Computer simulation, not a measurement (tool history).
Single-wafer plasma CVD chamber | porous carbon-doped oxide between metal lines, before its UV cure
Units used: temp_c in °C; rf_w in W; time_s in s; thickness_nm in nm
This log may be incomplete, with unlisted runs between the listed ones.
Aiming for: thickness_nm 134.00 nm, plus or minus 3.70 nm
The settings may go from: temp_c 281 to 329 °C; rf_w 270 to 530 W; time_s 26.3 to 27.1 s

{"run": 1, "hour": 0.0, "temp_c": 305, "rf_w": 400, "time_s": 26.3, "thickness_nm": 117.78}
{"run": 2, "hour": 3.5, "temp_c": 305, "rf_w": 440, "time_s": 26.3, "thickness_nm": 124.57}
{"run": 3, "hour": 6.9, "temp_c": 303, "rf_w": 445, "time_s": 26.3, "thickness_nm": 126.81}
{"run": 4, "hour": 7.7, "temp_c": 303, "rf_w": 445, "time_s": 26.3, "thickness_nm": 125.7}
{"run": 5, "hour": 8.3, "temp_c": 303, "rf_w": 445, "time_s": 26.3, "thickness_nm": 126.37}
{"run": 6, "hour": 15.0, "temp_c": 303, "rf_w": 420, "time_s": 26.3, "thickness_nm": 123.44}
{"run": 7, "hour": 20.9, "temp_c": 301, "rf_w": 425, "time_s": 26.3, "thickness_nm": 124.52}
{"run": 8, "hour": 22.5, "temp_c": 299, "rf_w": 430, "time_s": 26.3, "thickness_nm": 126.91}
{"run": 9, "hour": 31.4, "temp_c": 298, "rf_w": 435, "time_s": 26.3, "thickness_nm": 129.03}

5 next moves are on the table. One of them brings every result within its allowed miss. Which?
{"run": "A", "hour": 40.3, "temp_c": 293, "rf_w": 400, "time_s": 26.3, "thickness_nm": "?"}
{"run": "B", "hour": 40.3, "temp_c": 298, "rf_w": 415, "time_s": 26.3, "thickness_nm": "?"}
{"run": "C", "hour": 40.3, "temp_c": 289, "rf_w": 405, "time_s": 27.1, "thickness_nm": "?"}
{"run": "D", "hour": 40.3, "temp_c": 307, "rf_w": 435, "time_s": 27.1, "thickness_nm": "?"}
{"run": "E", "hour": 40.3, "temp_c": 310, "rf_w": 460, "time_s": 26.5, "thickness_nm": "?"}

move=A thickness_nm=125.31
move=B thickness_nm=124.71
move=C thickness_nm=132.64
move=D thickness_nm=126.16
move=E thickness_nm=125.69
A: the biggest miss grows against the last run
B: the biggest miss grows against the last run
C: each result inside its tolerance
D: the biggest miss grows against the last run
E: the biggest miss grows against the last run
So the answer is move C, the one that meets all the targets.
